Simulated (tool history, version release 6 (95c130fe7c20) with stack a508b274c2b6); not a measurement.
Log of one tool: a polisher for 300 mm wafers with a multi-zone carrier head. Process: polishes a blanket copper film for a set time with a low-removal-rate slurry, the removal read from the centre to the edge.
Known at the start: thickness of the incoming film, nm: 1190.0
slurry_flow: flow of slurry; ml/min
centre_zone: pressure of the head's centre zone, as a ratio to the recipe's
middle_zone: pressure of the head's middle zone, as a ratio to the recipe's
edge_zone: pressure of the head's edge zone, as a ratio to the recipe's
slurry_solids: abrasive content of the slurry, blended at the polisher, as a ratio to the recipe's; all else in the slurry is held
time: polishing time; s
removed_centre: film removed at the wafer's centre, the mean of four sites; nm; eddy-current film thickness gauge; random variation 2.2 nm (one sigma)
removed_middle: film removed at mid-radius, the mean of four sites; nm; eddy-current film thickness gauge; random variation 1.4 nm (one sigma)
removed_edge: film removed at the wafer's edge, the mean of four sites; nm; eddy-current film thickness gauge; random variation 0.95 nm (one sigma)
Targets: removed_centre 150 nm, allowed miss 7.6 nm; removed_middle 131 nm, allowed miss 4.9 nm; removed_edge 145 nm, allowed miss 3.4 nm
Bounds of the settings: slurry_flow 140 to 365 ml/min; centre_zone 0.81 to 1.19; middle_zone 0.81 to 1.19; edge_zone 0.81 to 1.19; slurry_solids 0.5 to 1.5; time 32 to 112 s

{"run": 1, "day": 0.0, "slurry_flow": 235, "centre_zone": 1, "middle_zone": 1, "edge_zone": 1, "slurry_solids": 1, "time": 72, "removed_centre": 193.99, "removed_middle": 192.76, "removed_edge": 193.04}
{"run": 2, "day": 0.112, "slurry_flow": 235, "centre_zone": 0.95, "middle_zone": 1, "edge_zone": 1, "slurry_solids": 1, "time": 72, "removed_centre": 179.89, "removed_middle": 193.6, "removed_edge": 194.01}
{"run": 3, "day": 0.462, "slurry_flow": 235, "centre_zone": 0.88, "middle_zone": 1, "edge_zone": 1, "slurry_solids": 1, "time": 72, "removed_centre": 166.3, "removed_middle": 192.9, "removed_edge": 196.73}
{"run": 4, "day": 0.775, "slurry_flow": 230, "centre_zone": 0.9, "middle_zone": 0.97, "edge_zone": 0.98, "slurry_solids": 0.9, "time": 71, "removed_centre": 165.73, "removed_middle": 184.81, "removed_edge": 184.7}
{"run": 5, "day": 0.942, "slurry_flow": 225, "centre_zone": 0.92, "middle_zone": 0.95, "edge_zone": 0.99, "slurry_solids": 0.85, "time": 69, "removed_centre": 162.56, "removed_middle": 169.31, "removed_edge": 182.09}
{"run": 6, "day": 1.004, "slurry_flow": 250, "centre_zone": 0.92, "middle_zone": 0.95, "edge_zone": 0.99, "slurry_solids": 0.85, "time": 69, "removed_centre": 167.66, "removed_middle": 174.06, "removed_edge": 183.85}
{"run": 7, "day": 1.192, "slurry_flow": 240, "centre_zone": 0.93, "middle_zone": 0.93, "edge_zone": 0.97, "slurry_solids": 0.8, "time": 68, "removed_centre": 160.99, "removed_middle": 165.95, "removed_edge": 174.15}
{"run": 8, "day": 1.292, "slurry_flow": 230, "centre_zone": 0.94, "middle_zone": 0.91, "edge_zone": 0.96, "slurry_solids": 0.75, "time": 68, "removed_centre": 162.87, "removed_middle": 164.78, "removed_edge": 173.68}
{"run": 9, "day": 1.496, "slurry_flow": 230, "centre_zone": 0.95, "middle_zone": 0.9, "edge_zone": 0.96, "slurry_solids": 0.7, "time": 66, "removed_centre": 155.07, "removed_middle": 156.86, "removed_edge": 166.96}
{"run": 10, "day": 1.575, "slurry_flow": 230, "centre_zone": 0.97, "middle_zone": 0.89, "edge_zone": 0.95, "slurry_solids": 0.65, "time": 65, "removed_centre": 158.45, "removed_middle": 151.62, "removed_edge": 160.1}
{"run": 11, "day": 1.908, "slurry_flow": 225, "centre_zone": 0.97, "middle_zone": 0.88, "edge_zone": 0.95, "slurry_solids": 0.65, "time": 64, "removed_centre": 152.41, "removed_middle": 147.17, "removed_edge": 158.56}
{"run": 12, "day": 1.996, "slurry_flow": 220, "centre_zone": 0.98, "middle_zone": 0.87, "edge_zone": 0.94, "slurry_solids": 0.65, "time": 64, "removed_centre": 153.65, "removed_middle": 144.33, "removed_edge": 155.24}
{"run": 13, "day": 2.358, "slurry_flow": 215, "centre_zone": 0.99, "middle_zone": 0.86, "edge_zone": 0.94, "slurry_solids": 0.65, "time": 64, "removed_centre": 155.8, "removed_middle": 145.33, "removed_edge": 156.87}
{"run": 14, "day": 2.671, "slurry_flow": 215, "centre_zone": 1.02, "middle_zone": 0.81, "edge_zone": 0.9, "slurry_solids": 0.5, "time": 61, "removed_centre": 146.42, "removed_middle": 129.05, "removed_edge": 141.6}

Which of these 5 next moves meets every target?
{"run": "A", "day": 2.983, "slurry_flow": 180, "centre_zone": 1.04, "middle_zone": 0.88, "edge_zone": 0.86, "slurry_solids": 0.7, "time": 59, "removed_centre": "?", "removed_middle": "?", "removed_edge": "?"}
{"run": "B", "day": 2.983, "slurry_flow": 220, "centre_zone": 1.04, "middle_zone": 0.89, "edge_zone": 0.84, "slurry_solids": 0.6, "time": 60, "removed_centre": "?", "removed_middle": "?", "removed_edge": "?"}
{"run": "C", "day": 2.983, "slurry_flow": 275, "centre_zone": 1, "middle_zone": 0.81, "edge_zone": 0.9, "slurry_solids": 0.5, "time": 61, "removed_centre": "?", "removed_middle": "?", "removed_edge": "?"}
{"run": "D", "day": 2.983, "slurry_flow": 240, "centre_zone": 1.03, "middle_zone": 0.84, "edge_zone": 0.89, "slurry_solids": 0.6, "time": 58, "removed_centre": "?", "removed_middle": "?", "removed_edge": "?"}
{"run": "E", "day": 2.983, "slurry_flow": 220, "centre_zone": 0.97, "middle_zone": 0.86, "edge_zone": 0.88, "slurry_solids": 0.5, "time": 60, "removed_centre": "?", "removed_middle": "?", "removed_edge": "?"}

move=A removed_centre=149.06 removed_middle=131.26 removed_edge=139.18
move=B removed_centre=152.42 removed_middle=134.66 removed_edge=139.43
move=C removed_centre=149.03 removed_middle=129.66 removed_edge=145.21
move=D removed_centre=147.5 removed_middle=127.26 removed_edge=139.45
move=E removed_centre=138.41 removed_middle=128.71 removed_edge=138.76
A: further off than the last run
B: further off than the last run
C: meets every target
D: further off than the last run
E: further off than the last run
Answer: C

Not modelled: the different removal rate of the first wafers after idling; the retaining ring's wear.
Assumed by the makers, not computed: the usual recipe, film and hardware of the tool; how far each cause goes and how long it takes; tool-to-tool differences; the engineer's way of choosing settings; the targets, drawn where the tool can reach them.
